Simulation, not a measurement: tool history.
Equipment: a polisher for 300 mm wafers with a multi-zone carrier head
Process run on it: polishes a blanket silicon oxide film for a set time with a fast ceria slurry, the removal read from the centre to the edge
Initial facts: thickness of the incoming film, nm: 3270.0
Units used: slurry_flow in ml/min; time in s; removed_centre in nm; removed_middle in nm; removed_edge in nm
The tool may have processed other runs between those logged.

{"run": 1, "hour": 0.0, "slurry_flow": 235, "centre_zone": 1.0, "middle_zone": 1.0, "edge_zone": 1.0, "time": 57, "removed_centre": 936.97, "removed_middle": 934.64, "removed_edge": 944.68}
{"run": 2, "hour": 2.4, "slurry_flow": 235, "centre_zone": 0.95, "middle_zone": 1.0, "edge_zone": 1.0, "time": 57, "removed_centre": 879.94, "removed_middle": 967.72, "removed_edge": 939.09}
{"run": 3, "hour": 6.7, "slurry_flow": 235, "centre_zone": 1.0, "middle_zone": 1.0, "edge_zone": 1.0, "time": 57, "removed_centre": 949.62, "removed_middle": 955.39, "removed_edge": 939.0}
{"run": 4, "hour": 10.9, "slurry_flow": 290, "centre_zone": 1.0, "middle_zone": 1.0, "edge_zone": 1.0, "time": 57, "removed_centre": 962.69, "removed_middle": 968.42, "removed_edge": 963.57}
{"run": 5, "hour": 14.8, "slurry_flow": 290, "centre_zone": 1.07, "middle_zone": 1.0, "edge_zone": 1.0, "time": 57, "removed_centre": 1033.4, "removed_middle": 970.39, "removed_edge": 964.75}
{"run": 6, "hour": 21.9, "slurry_flow": 290, "centre_zone": 1.07, "middle_zone": 1.0, "edge_zone": 1.0, "time": 44, "removed_centre": 809.25, "removed_middle": 761.83, "removed_edge": 713.88}

Run 7 has not been measured yet. What should we expect?
{"run": 7, "hour": 26.6, "slurry_flow": 285, "centre_zone": 1.04, "middle_zone": 0.98, "edge_zone": 1.01, "time": 44, "removed_centre": "?", "removed_middle": "?", "removed_edge": "?"}

removed_centre: 771.54 nm
removed_middle: 745.46 nm
removed_edge: 739.64 nm

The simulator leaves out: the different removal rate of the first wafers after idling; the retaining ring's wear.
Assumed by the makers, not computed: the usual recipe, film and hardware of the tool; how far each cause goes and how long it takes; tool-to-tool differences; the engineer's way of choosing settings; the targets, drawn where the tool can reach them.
